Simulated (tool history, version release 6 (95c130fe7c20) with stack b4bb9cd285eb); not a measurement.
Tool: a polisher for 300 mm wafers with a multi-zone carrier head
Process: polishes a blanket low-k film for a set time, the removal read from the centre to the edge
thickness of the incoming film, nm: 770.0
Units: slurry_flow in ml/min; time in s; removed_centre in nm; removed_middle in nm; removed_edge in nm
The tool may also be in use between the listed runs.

{"run": 1, "hour": 0.0, "slurry_flow": 255, "centre_zone": 1.0, "middle_zone": 1.0, "edge_zone": 1.0, "slurry_solids": 1.0, "time": 54, "removed_centre": 27.856, "removed_middle": 27.441, "removed_edge": 27.626}
{"run": 2, "hour": 2.2, "slurry_flow": 255, "centre_zone": 1.0, "middle_zone": 1.0, "edge_zone": 1.0, "slurry_solids": 1.15, "time": 54, "removed_centre": 28.249, "removed_middle": 29.129, "removed_edge": 28.753}
{"run": 3, "hour": 6.3, "slurry_flow": 280, "centre_zone": 1.0, "middle_zone": 1.0, "edge_zone": 1.0, "slurry_solids": 1.15, "time": 54, "removed_centre": 28.852, "removed_middle": 28.941, "removed_edge": 29.188}
{"run": 4, "hour": 11.4, "slurry_flow": 280, "centre_zone": 1.0, "middle_zone": 1.0, "edge_zone": 1.0, "slurry_solids": 1.3, "time": 54, "removed_centre": 30.239, "removed_middle": 31.279, "removed_edge": 30.454}
{"run": 5, "hour": 20.4, "slurry_flow": 285, "centre_zone": 1.01, "middle_zone": 1.01, "edge_zone": 1.02, "slurry_solids": 1.3, "time": 56, "removed_centre": 31.773, "removed_middle": 31.708, "removed_edge": 32.201}
{"run": 6, "hour": 28.6, "slurry_flow": 285, "centre_zone": 1.01, "middle_zone": 1.01, "edge_zone": 1.02, "slurry_solids": 1.3, "time": 67, "removed_centre": 38.776, "removed_middle": 38.597, "removed_edge": 38.171}

Forecast run 7:
{"run": 7, "hour": 34.4, "slurry_flow": 315, "centre_zone": 1.05, "middle_zone": 1.1, "edge_zone": 1.12, "slurry_solids": 1.5, "time": 77, "removed_centre": "?", "removed_middle": "?", "removed_edge": "?"}

{"run 7": {"removed_centre": 47.875, "removed_middle": 48.973, "removed_edge": 48.636}}
